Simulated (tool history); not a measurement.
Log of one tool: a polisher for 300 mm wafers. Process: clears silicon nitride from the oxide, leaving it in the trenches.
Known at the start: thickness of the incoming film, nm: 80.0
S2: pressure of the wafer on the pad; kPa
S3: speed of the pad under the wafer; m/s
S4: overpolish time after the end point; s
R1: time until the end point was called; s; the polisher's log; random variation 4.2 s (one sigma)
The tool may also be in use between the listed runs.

run 1 hour=0 | flow_of_slurry_(ml/min)=185 S2=20 S3=0.8 S4=29 | R1=110.97
run 2 hour=2.5 | flow_of_slurry_(ml/min)=185 S2=17.9 S3=0.8 S4=29 | R1=120.9
run 3 hour=7 | flow_of_slurry_(ml/min)=165 S2=17.9 S3=0.8 S4=29 | R1=119.9
run 4 hour=15 | flow_of_slurry_(ml/min)=145 S2=17.9 S3=0.8 S4=29 | R1=128.58
run 5 hour=22.1 | flow_of_slurry_(ml/min)=145 S2=17.9 S3=0.8 S4=32 | R1=123.64
run 6 hour=25.1 | flow_of_slurry_(ml/min)=115 S2=17.9 S3=0.8 S4=32 | R1=129.5
run 7 hour=28.4 | flow_of_slurry_(ml/min)=115 S2=15.9 S3=0.76 S4=32 | R1=150
run 8 hour=35.3 | flow_of_slurry_(ml/min)=115 S2=14.5 S3=0.72 S4=32 | R1=174.68

Forecast run 9:
run 9 hour=36 | flow_of_slurry_(ml/min)=115 S2=13.1 S3=0.72 S4=32 | R1=?

R1: 198.52 s
